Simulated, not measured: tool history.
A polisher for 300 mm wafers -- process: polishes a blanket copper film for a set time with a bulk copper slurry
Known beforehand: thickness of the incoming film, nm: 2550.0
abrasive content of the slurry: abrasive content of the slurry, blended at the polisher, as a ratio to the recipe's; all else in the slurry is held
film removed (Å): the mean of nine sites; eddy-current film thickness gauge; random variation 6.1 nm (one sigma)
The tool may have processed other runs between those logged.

run  hour  flow of slurry (ml/min)  pressure of the wafer on the pad (kPa)  speed of the pad under the wafer (cm/s)  abrasive content of the slurry  polishing time (s)  film removed (Å)
  1     0                      195                                    20.7                                      132                               1                  56            8018.2
  2   6.7                      195                                    19.3                                      132                               1                  56              7530
  3   8.2                      195                                    19.3                                      132                               1                  56            7561.1
  4  10.1                      195                                    19.3                                      132                               1                  56            7581.7
  5  13.3                      170                                    19.3                                      132                               1                  56            7536.4
  6    17                      170                                    18.6                                      132                               1                  56            7466.3
  7  22.1                      170                                    17.9                                      130                               1                  56            7042.2
  8  27.2                      170                                    17.9                                      130                               1                  56            6911.6

Run 9 is up next; what results do you expect?
  9  34.8                      170                                    17.2                                      130                               1                  56                 ?

Run 9 came out at film removed (Å) 6833.4.
